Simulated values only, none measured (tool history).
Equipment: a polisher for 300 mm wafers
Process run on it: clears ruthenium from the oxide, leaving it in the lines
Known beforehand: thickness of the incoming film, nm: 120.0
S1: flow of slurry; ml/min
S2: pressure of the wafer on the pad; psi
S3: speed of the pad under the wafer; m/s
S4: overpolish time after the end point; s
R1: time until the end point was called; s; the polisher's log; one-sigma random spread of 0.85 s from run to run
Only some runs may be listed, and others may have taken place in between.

run 1 hour=0.0 | S1=215 S2=2.0 S3=1.04 S4=13 | R1=134.83
run 2 hour=8.1 | S1=270 S2=2.0 S3=1.04 S4=13 | R1=127.71
run 3 hour=13.2 | S1=270 S2=1.7 S3=1.04 S4=13 | R1=153.90
run 4 hour=21.8 | S1=270 S2=1.8 S3=1.04 S4=13 | R1=146.92
run 5 hour=30.3 | S1=270 S2=1.4 S3=1.04 S4=13 | R1=182.39
run 6 hour=32.2 | S1=315 S2=1.4 S3=1.04 S4=13 | R1=182.19
run 7 hour=40.4 | S1=315 S2=2.0 S3=1.10 S4=13 | R1=124.69
run 8 hour=49.3 | S1=315 S2=2.1 S3=1.10 S4=13 | R1=118.26
run 9 hour=54.3 | S1=315 S2=2.2 S3=1.10 S4=13 | R1=112.82
run 10 hour=59.3 | S1=315 S2=2.3 S3=1.10 S4=13 | R1=108.92

The next listed run, before its measurement:
run 11 hour=66.8 | S1=315 S2=2.4 S3=1.10 S4=13 | R1=?

R1: 104.40 s
